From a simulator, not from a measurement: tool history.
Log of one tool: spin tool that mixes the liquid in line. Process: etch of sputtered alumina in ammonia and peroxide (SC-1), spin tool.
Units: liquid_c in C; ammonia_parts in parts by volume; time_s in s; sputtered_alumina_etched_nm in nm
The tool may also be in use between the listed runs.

run 1 hour=0.0 | liquid_c=56.0 ammonia_parts=0.55 time_s=75 | sputtered_alumina_etched_nm=3.1102
run 2 hour=3.0 | liquid_c=55.0 ammonia_parts=0.55 time_s=75 | sputtered_alumina_etched_nm=2.9263
run 3 hour=10.2 | liquid_c=54.5 ammonia_parts=0.55 time_s=75 | sputtered_alumina_etched_nm=2.8749
run 4 hour=18.9 | liquid_c=54.0 ammonia_parts=0.55 time_s=75 | sputtered_alumina_etched_nm=2.8210
run 5 hour=23.8 | liquid_c=54.0 ammonia_parts=0.35 time_s=75 | sputtered_alumina_etched_nm=2.6860
run 6 hour=27.5 | liquid_c=54.0 ammonia_parts=0.35 time_s=75 | sputtered_alumina_etched_nm=2.6749

Forecast run 7:
run 7 hour=36.6 | liquid_c=53.5 ammonia_parts=0.35 time_s=75 | sputtered_alumina_etched_nm=?

{"run 7": {"sputtered_alumina_etched_nm": 2.5908}}

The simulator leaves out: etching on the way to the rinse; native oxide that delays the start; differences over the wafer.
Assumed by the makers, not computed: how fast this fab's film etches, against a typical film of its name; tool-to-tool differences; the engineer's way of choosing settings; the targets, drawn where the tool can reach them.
